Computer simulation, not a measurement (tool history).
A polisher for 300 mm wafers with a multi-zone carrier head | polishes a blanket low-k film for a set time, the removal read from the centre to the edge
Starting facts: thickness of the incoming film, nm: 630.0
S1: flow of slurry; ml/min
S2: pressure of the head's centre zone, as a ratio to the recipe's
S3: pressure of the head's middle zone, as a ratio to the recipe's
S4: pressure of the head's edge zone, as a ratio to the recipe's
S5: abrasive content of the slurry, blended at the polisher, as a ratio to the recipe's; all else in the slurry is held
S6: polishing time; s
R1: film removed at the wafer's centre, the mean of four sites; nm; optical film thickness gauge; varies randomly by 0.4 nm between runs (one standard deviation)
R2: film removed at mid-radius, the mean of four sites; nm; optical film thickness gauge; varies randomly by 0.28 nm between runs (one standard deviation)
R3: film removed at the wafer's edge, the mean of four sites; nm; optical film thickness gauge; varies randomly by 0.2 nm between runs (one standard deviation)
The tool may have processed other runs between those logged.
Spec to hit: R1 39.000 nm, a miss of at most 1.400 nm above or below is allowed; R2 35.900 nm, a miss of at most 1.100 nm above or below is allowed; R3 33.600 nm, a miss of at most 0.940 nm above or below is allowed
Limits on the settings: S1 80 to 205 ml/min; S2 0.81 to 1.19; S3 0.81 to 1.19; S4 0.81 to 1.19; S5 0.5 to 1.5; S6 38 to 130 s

run  hour   S1    S2    S3    S4   S5  S6      R1      R2      R3
  1   0.0  135  1.00  1.00  1.00  1.0  84  38.231  43.918  42.743
  2   6.1  125  1.05  0.98  0.94  0.9  84  37.476  40.300  38.842
  3  13.4  115  1.09  0.97  0.90  0.9  84  37.751  38.796  37.699
  4  18.5  115  1.09  0.97  0.90  0.8  84  35.043  37.032  35.827
  5  26.1  145  1.09  0.97  0.90  0.8  84  37.393  38.484  37.202
  6  27.6  150  1.12  0.97  0.87  0.8  83  39.129  38.473  36.267
  7  35.1  145  1.14  0.97  0.85  0.8  83  39.107  37.745  35.733
     42.6  -- centre zone pressure recalibrated
  8  42.6  145  1.16  0.97  0.84  0.8  83  42.957  37.788  35.567
  9  45.7  135  1.15  0.97  0.83  0.8  83  43.319  37.502  35.166
 10  48.9  135  1.15  0.97  0.83  0.8  83  43.055  37.988  34.757
 11  52.5  125  1.14  0.96  0.83  0.8  83  40.614  36.773  34.489
 12  54.5  120  1.14  0.96  0.83  0.8  83  41.220  36.516  34.352

Consider the 5 candidate settings below. Which is the only one whose results all fall within their allowed miss of target?
  A  56.5   80  1.19  0.99  0.81  0.8  98   ?   ?   ?
  B  56.5  130  1.15  0.93  0.81  0.7  83   ?   ?   ?
  C  56.5  120  1.15  1.02  0.92  0.8  78   ?   ?   ?
  D  56.5  140  1.19  1.00  0.90  1.0  70   ?   ?   ?
  E  56.5  150  1.11  0.94  0.84  0.8  84   ?   ?   ?

move      R1      R2      R3
   A  43.408  38.160  36.630
   B  39.466  33.270  31.953
   C  39.243  35.826  33.470
   D  42.804  36.940  34.446
   E  43.262  37.980  36.262
A: further off than the last run
B: puts the biggest miss on target and leaves a different result outside tolerance
C: each result inside its tolerance
D: further off than the last run
E: further off than the last run
Answer: C

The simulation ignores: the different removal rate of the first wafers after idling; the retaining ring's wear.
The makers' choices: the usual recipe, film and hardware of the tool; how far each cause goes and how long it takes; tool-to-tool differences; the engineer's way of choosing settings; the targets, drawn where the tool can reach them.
